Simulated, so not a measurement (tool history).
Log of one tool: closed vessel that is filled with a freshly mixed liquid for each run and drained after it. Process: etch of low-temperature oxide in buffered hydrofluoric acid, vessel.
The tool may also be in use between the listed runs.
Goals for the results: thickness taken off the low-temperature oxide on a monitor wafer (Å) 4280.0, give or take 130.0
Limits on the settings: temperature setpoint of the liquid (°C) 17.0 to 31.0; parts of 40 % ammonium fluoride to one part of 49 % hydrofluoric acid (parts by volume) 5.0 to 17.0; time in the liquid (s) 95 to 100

run,hour,temperature setpoint of the liquid (°C),parts of 40 % ammonium fluoride to one part of 49 % hydrofluoric acid (parts by volume),time in the liquid (s),thickness taken off the low-temperature oxide on a monitor wafer (Å)
1,0.0,23.0,10.5,95,3148.5
2,1.3,23.0,12.5,95,2646.3
3,3.4,23.0,10.0,95,3242.1
4,10.9,23.5,10.0,95,3388.1
5,13.5,20.0,10.0,95,2798.5
6,15.6,21.0,10.0,95,2938.8
7,23.4,25.0,9.5,95,3850.6
8,29.4,25.5,9.5,95,3960.2

Below are 4 possible settings for the next run. Only one of them brings all results inside the allowed miss of their targets. Which is it?
A,35.4,26.0,10.0,95,?
B,35.4,21.0,8.0,95,?
C,35.4,26.0,9.5,100,?
D,35.4,24.5,10.0,100,?

move,thickness taken off the low-temperature oxide on a monitor wafer (Å)
A,3847.7
B,3517.5
C,4257.4
D,3734.5
A: its largest miss is bigger than the last run's
B: its largest miss is bigger than the last run's
C: all results in spec
D: its largest miss is bigger than the last run's
So the answer is move C, the one that meets all the targets.
